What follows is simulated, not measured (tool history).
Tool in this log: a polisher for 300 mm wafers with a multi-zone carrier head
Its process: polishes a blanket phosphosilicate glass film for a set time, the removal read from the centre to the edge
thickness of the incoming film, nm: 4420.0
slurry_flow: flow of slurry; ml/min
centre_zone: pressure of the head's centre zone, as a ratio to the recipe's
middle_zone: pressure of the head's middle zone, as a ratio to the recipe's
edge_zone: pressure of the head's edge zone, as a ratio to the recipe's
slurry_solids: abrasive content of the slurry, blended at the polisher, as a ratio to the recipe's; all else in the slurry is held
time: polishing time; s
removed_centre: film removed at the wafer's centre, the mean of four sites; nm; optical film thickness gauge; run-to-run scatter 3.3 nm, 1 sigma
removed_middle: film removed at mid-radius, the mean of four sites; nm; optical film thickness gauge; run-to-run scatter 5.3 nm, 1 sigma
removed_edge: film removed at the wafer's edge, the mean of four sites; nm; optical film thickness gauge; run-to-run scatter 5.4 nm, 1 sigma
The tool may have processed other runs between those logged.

run	hour	slurry_flow	centre_zone	middle_zone	edge_zone	slurry_solids	time	removed_centre	removed_middle	removed_edge
1	0.0	135	1.00	1.00	1.00	1.00	89	969.85	957.02	946.97
2	2.9	135	1.00	1.00	1.00	1.10	89	983.19	970.37	954.37
3	5.0	135	1.00	0.95	1.00	1.10	89	1015.40	940.55	951.45
4	12.7	120	0.96	0.96	0.97	0.95	78	773.95	757.80	778.95
5	13.7	140	0.96	0.96	0.97	0.95	78	797.57	807.65	803.31
6	19.2	140	0.96	0.96	0.92	0.95	78	811.17	808.76	766.96
7	25.1	130	0.93	0.96	0.90	0.85	70	672.75	687.62	666.43

For run 8, what comes out?
8	26.9	125	0.90	0.97	0.89	0.75	63	?	?	?

Run 8 came out at removed_centre 539.67 nm, removed_middle 582.73 nm, removed_edge 556.49 nm.

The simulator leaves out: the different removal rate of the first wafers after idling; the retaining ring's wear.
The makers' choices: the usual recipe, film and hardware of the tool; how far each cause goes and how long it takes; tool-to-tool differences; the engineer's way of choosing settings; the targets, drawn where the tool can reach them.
